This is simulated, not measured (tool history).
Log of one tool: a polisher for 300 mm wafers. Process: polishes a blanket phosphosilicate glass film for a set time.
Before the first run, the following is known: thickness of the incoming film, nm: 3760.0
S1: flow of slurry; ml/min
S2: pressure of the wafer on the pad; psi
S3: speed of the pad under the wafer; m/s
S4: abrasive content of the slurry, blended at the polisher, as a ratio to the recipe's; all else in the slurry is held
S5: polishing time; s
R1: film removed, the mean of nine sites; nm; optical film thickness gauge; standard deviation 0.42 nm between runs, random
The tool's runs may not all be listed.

run 1 hour=0.0 | S1=210 S2=2.2 S3=0.76 S4=1.0 S5=31 | R1=125.460
run 2 hour=8.6 | S1=210 S2=2.2 S3=0.76 S4=1.0 S5=27 | R1=109.040
run 3 hour=13.6 | S1=205 S2=2.0 S3=0.76 S4=1.0 S5=27 | R1=100.410
run 4 hour=19.7 | S1=205 S2=2.0 S3=0.76 S4=1.2 S5=27 | R1=104.310
run 5 hour=27.9 | S1=205 S2=2.4 S3=0.76 S4=1.2 S5=27 | R1=122.400
run 6 hour=28.6 | S1=200 S2=2.2 S3=0.76 S4=1.2 S5=27 | R1=113.770
run 7 hour=30.7 | S1=195 S2=2.0 S3=0.76 S4=1.2 S5=27 | R1=102.280
run 8 hour=37.9 | S1=185 S2=1.9 S3=0.76 S4=1.2 S5=27 | R1=97.472

Run 9 comes next. What will it give?
run 9 hour=42.7 | S1=180 S2=1.8 S3=0.76 S4=1.2 S5=27 | R1=?

Run 9 came out at R1 91.715 nm.
